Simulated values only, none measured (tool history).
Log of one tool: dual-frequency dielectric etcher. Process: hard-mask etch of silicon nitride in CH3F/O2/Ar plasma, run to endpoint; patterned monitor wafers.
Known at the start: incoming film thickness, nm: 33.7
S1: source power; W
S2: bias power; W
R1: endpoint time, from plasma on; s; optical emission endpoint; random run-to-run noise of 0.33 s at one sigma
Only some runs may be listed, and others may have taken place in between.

run	hour	S1	S2	R1
1	0	530	73	47.564
2	5.2	490	71	50.117
3	14	430	71	54.432
4	20.7	430	61	57.662
5	28.1	430	54	60.106
6	30.5	430	44	64.102
7	31.2	460	44	61.815

What will run 8 give?
8	33.1	560	46	?

{"run 8": {"R1": 53.843}}
